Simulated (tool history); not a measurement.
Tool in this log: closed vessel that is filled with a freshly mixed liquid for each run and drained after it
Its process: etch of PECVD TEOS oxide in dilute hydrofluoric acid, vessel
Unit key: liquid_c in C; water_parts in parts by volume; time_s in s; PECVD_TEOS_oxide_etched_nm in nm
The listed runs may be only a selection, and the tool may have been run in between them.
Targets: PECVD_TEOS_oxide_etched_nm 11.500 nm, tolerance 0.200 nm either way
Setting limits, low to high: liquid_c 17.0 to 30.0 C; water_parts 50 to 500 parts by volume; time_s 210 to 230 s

| run | hour | liquid_c | water_parts | time_s | PECVD_TEOS_oxide_etched_nm |
|---|---|---|---|---|---|
| 1 | 0.0 | 22.0 | 275 | 210 | 14.228 |
| 2 | 7.3 | 20.5 | 275 | 210 | 13.276 |
| 3 | 10.7 | 20.5 | 275 | 210 | 13.405 |
| 4 | 19.3 | 20.5 | 205 | 210 | 19.324 |
| 5 | 21.9 | 19.5 | 220 | 210 | 16.973 |
| 6 | 30.7 | 19.5 | 220 | 230 | 18.752 |
| 7 | 34.5 | 19.0 | 235 | 230 | 16.871 |
| 8 | 42.6 | 18.5 | 250 | 230 | 15.511 |
|  | 45.6 | thermometer replaced |
| 9 | 45.6 | 18.0 | 260 | 230 | 13.356 |
| 10 | 50.3 | 18.0 | 265 | 230 | 13.190 |

Of the 5 settings listed for the next run, only one would bring every result within its allowed miss of target. Which one?
| A | 55.0 | 17.0 | 285 | 230 | ? |
| B | 55.0 | 17.0 | 275 | 210 | ? |
| C | 55.0 | 19.5 | 235 | 230 | ? |
| D | 55.0 | 21.0 | 310 | 210 | ? |
| E | 55.0 | 18.0 | 280 | 210 | ? |

| move | PECVD_TEOS_oxide_etched_nm |
|---|---|
| A | 11.621 |
| B | 11.090 |
| C | 16.208 |
| D | 11.067 |
| E | 11.267 |
A: every result within its allowed miss
B: carries the result that was furthest off beyond its target, to the other side
C: further off than the last run
D: carries the result that was furthest off beyond its target, to the other side
E: carries the result that was furthest off beyond its target, to the other side
Go with A: it meets all targets.
